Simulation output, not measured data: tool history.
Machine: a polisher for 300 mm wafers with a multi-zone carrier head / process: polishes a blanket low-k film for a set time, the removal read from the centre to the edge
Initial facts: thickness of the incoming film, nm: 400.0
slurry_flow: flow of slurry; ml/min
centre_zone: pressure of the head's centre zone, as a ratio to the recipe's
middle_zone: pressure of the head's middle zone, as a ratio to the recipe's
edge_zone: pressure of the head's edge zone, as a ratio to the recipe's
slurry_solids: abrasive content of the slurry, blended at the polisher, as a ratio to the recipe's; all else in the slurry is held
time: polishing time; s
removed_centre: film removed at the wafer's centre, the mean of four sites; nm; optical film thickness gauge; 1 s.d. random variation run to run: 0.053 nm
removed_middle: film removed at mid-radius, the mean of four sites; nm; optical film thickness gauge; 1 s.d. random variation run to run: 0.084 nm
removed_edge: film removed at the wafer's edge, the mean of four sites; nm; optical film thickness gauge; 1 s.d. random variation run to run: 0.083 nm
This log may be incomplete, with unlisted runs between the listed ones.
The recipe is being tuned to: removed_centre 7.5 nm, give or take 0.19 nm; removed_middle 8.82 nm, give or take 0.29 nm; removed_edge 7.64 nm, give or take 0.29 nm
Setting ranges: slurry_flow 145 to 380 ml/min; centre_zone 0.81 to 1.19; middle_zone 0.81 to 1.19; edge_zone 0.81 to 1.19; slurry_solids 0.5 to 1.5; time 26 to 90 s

Run 1, hour 0: slurry_flow 245 ml/min, centre_zone 1, middle_zone 1, edge_zone 1, slurry_solids 1, time 58 s. Result: removed_centre 14.296 nm, removed_middle 14.907 nm, removed_edge 14.137 nm.
Run 2, hour 8.9: slurry_flow 245 ml/min, centre_zone 1, middle_zone 1, edge_zone 1, slurry_solids 1, time 46 s. Result: removed_centre 11.383 nm, removed_middle 11.807 nm, removed_edge 11.198 nm.
Run 3, hour 14.7: slurry_flow 245 ml/min, centre_zone 1, middle_zone 1, edge_zone 0.94, slurry_solids 1, time 46 s. Result: removed_centre 11.391 nm, removed_middle 11.843 nm, removed_edge 10.898 nm.
Run 4, hour 18: slurry_flow 245 ml/min, centre_zone 0.97, middle_zone 1, edge_zone 0.91, slurry_solids 0.9, time 45 s. Result: removed_centre 10.191 nm, removed_middle 11.027 nm, removed_edge 10.046 nm.
Run 5, hour 26.9: slurry_flow 245 ml/min, centre_zone 0.96, middle_zone 1, edge_zone 0.89, slurry_solids 0.8, time 44 s. Result: removed_centre 9.2117 nm, removed_middle 9.9933 nm, removed_edge 8.9589 nm.
Run 6, hour 29.1: slurry_flow 240 ml/min, centre_zone 0.94, middle_zone 1, edge_zone 0.87, slurry_solids 0.75, time 44 s. Result: removed_centre 8.7039 nm, removed_middle 9.8 nm, removed_edge 8.6936 nm.
Run 7, hour 33.6: slurry_flow 235 ml/min, centre_zone 0.93, middle_zone 1, edge_zone 0.86, slurry_solids 0.7, time 44 s. Result: removed_centre 8.1674 nm, removed_middle 9.2948 nm, removed_edge 8.1378 nm.
Run 8, hour 39.9: slurry_flow 220 ml/min, centre_zone 0.92, middle_zone 1, edge_zone 0.85, slurry_solids 0.7, time 44 s. Result: removed_centre 8.1566 nm, removed_middle 9.4147 nm, removed_edge 8.2954 nm.
Run 9, hour 44.2: slurry_flow 240 ml/min, centre_zone 0.9, middle_zone 1, edge_zone 0.82, slurry_solids 0.5, time 44 s. Result: removed_centre 6.3722 nm, removed_middle 7.2573 nm, removed_edge 6.5415 nm.
Run 10, hour 47.2: slurry_flow 225 ml/min, centre_zone 0.92, middle_zone 1.03, edge_zone 0.86, slurry_solids 0.5, time 44 s. Result: removed_centre 6.4511 nm, removed_middle 7.5176 nm, removed_edge 6.4804 nm.
Run 11, hour 53.8: slurry_flow 295 ml/min, centre_zone 0.95, middle_zone 1.06, edge_zone 0.96, slurry_solids 0.7, time 44 s. Result: removed_centre 8.5379 nm, removed_middle 9.9766 nm, removed_edge 8.6546 nm.
Run 12, hour 61.4: slurry_flow 270 ml/min, centre_zone 0.95, middle_zone 1.06, edge_zone 0.95, slurry_solids 0.7, time 44 s. Result: removed_centre 8.4172 nm, removed_middle 9.7081 nm, removed_edge 8.7621 nm.
Run 13, hour 64.9: slurry_flow 315 ml/min, centre_zone 0.91, middle_zone 1.03, edge_zone 0.87, slurry_solids 0.5, time 43 s. Result: removed_centre 6.388 nm, removed_middle 7.5238 nm, removed_edge 6.6089 nm.
Run 14, hour 72.3: slurry_flow 315 ml/min, centre_zone 0.93, middle_zone 1.05, edge_zone 0.91, slurry_solids 0.5, time 43 s. Result: removed_centre 6.5826 nm, removed_middle 7.6363 nm, removed_edge 6.6519 nm.
Run 15, hour 80.4: slurry_flow 325 ml/min, centre_zone 0.94, middle_zone 1.11, edge_zone 1.01, slurry_solids 0.75, time 43 s. Result: removed_centre 8.7251 nm, removed_middle 10.561 nm, removed_edge 9.0992 nm.
Run 16, hour 85: slurry_flow 330 ml/min, centre_zone 0.92, middle_zone 1.08, edge_zone 0.97, slurry_solids 0.75, time 43 s. Result: removed_centre 8.4719 nm, removed_middle 10.089 nm, removed_edge 8.8727 nm.

Which one of the following 5 next-run settings gets every result inside its allowed miss? There is exactly one.
Run A, hour 89.6: slurry_flow 290 ml/min, centre_zone 0.93, middle_zone 1.07, edge_zone 1.18, slurry_solids 0.75, time 38 s. Result: removed_centre ?, removed_middle ?, removed_edge ?.
Run B, hour 89.6: slurry_flow 375 ml/min, centre_zone 0.92, middle_zone 1.11, edge_zone 1.07, slurry_solids 0.8, time 38 s. Result: removed_centre ?, removed_middle ?, removed_edge ?.
Run C, hour 89.6: slurry_flow 350 ml/min, centre_zone 1.14, middle_zone 1, edge_zone 0.88, slurry_solids 0.75, time 41 s. Result: removed_centre ?, removed_middle ?, removed_edge ?.
Run D, hour 89.6: slurry_flow 315 ml/min, centre_zone 0.94, middle_zone 1.08, edge_zone 0.97, slurry_solids 0.65, time 40 s. Result: removed_centre ?, removed_middle ?, removed_edge ?.
Run E, hour 89.6: slurry_flow 340 ml/min, centre_zone 0.93, middle_zone 1.08, edge_zone 1.02, slurry_solids 0.7, time 41 s. Result: removed_centre ?, removed_middle ?, removed_edge ?.

move  removed_centre  removed_middle  removed_edge
   A          7.5269          8.9785        8.5483
   B          7.8945          9.7484        8.6604
   C          10.125          9.3694        8.3728
   D          7.3886          8.7709        7.6863
   E           7.898          9.4714        8.4421
A: the furthest-off result lands on target, but another misses its tolerance
B: closes in on the targets versus the last run, not all within tolerance yet
C: the biggest miss grows against the last run
D: hits every target within its allowed miss
E: closes in on the targets versus the last run, not all within tolerance yet
D is the move that brings every result within its allowed miss.

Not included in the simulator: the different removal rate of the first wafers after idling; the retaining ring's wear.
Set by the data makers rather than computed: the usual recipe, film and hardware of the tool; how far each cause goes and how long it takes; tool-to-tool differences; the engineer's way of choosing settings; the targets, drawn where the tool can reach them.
